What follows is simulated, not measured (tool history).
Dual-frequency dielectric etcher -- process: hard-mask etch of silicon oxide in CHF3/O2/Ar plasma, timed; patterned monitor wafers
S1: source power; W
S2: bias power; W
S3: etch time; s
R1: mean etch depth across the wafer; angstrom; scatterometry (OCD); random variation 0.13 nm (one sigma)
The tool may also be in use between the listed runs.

run,day,S1,S2,S3,R1
1,0.000,630,121,23.5,386.40
2,0.350,630,121,23.5,388.60
3,0.388,680,125,23.5,401.59
4,0.638,680,125,24.5,420.57
5,0.867,580,125,24.5,393.50
6,1.042,580,109,24.5,377.71
7,1.296,710,130,24.5,433.19

The next listed run, before its measurement:
8,1.354,710,130,24.5,?

R1: 434.36 angstrom
